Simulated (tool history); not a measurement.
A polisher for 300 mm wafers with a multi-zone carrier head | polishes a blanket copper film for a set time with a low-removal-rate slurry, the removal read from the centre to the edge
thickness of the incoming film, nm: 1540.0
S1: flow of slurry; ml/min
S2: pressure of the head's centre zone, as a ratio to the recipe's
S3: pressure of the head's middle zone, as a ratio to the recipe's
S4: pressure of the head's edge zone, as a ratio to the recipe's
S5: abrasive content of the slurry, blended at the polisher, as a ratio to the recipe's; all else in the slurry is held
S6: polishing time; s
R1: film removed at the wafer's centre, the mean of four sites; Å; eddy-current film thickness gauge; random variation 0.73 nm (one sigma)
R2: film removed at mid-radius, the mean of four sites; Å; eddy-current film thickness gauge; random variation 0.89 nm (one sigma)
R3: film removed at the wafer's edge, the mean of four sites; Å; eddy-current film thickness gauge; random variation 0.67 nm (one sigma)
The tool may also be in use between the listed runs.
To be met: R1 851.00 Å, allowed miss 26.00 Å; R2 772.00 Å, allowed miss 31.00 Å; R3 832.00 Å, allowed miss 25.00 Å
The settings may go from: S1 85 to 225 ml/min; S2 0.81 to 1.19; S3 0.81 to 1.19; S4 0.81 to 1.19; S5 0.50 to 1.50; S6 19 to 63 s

run  hour   S1    S2    S3    S4    S5  S6       R1       R2       R3
  1   0.0  145  1.00  1.00  1.00  1.00  41  1137.30  1158.20  1139.90
  2   5.0  140  1.00  0.98  0.98  0.95  40  1094.30  1086.70  1077.80
  3   8.0  135  0.99  0.96  0.97  0.90  40  1089.50  1041.90  1067.60
  4  16.5  130  0.98  0.95  0.96  0.85  39  1007.80   989.44  1018.50
  5  18.0  130  0.98  0.94  0.95  0.80  39  1015.20   984.19  1012.80
  6  24.1  155  0.98  0.94  0.95  0.80  39  1050.50  1000.60  1024.10
  7  27.8  150  0.97  0.93  0.94  0.75  39  1026.10   993.28  1028.10
  8  32.3  145  0.97  0.92  0.93  0.70  38   997.31   924.61   976.66
  9  39.1  140  0.97  0.92  0.92  0.65  38   968.13   921.79   967.67
 10  46.2  135  0.97  0.91  0.91  0.65  38   968.54   921.65   943.84
 11  49.7  130  0.97  0.90  0.91  0.65  38   950.36   902.82   944.03
 12  56.7  125  0.97  0.89  0.90  0.65  38   948.00   878.25   941.64
 13  63.6  120  0.97  0.89  0.89  0.65  38   962.36   883.46   912.24
 14  66.2  115  0.96  0.88  0.89  0.65  38   920.82   858.35   926.31

5 next moves are on the table. One of them brings every result within its allowed miss. Which?
  A  68.8  120  1.00  0.82  0.92  0.55  34   ?   ?   ?
  B  68.8  105  0.98  0.93  0.98  0.50  34   ?   ?   ?
  C  68.8  125  0.92  1.04  0.84  0.55  37   ?   ?   ?
  D  68.8  170  0.89  0.81  0.81  0.85  33   ?   ?   ?
  E  68.8  110  1.03  0.81  0.95  0.50  34   ?   ?   ?

move      R1      R2      R3
   A  856.02  713.67  822.23
   B  812.70  766.05  824.06
   C  879.43  953.58  860.15
   D  847.93  763.16  825.49
   E  853.31  689.06  817.89
A: brings the result that was furthest off to its target, and leaves another outside
B: brings the result that was furthest off to its target, and leaves another outside
C: further off than the last run
D: meets every target
E: brings the result that was furthest off to its target, and leaves another outside
The right move is D.
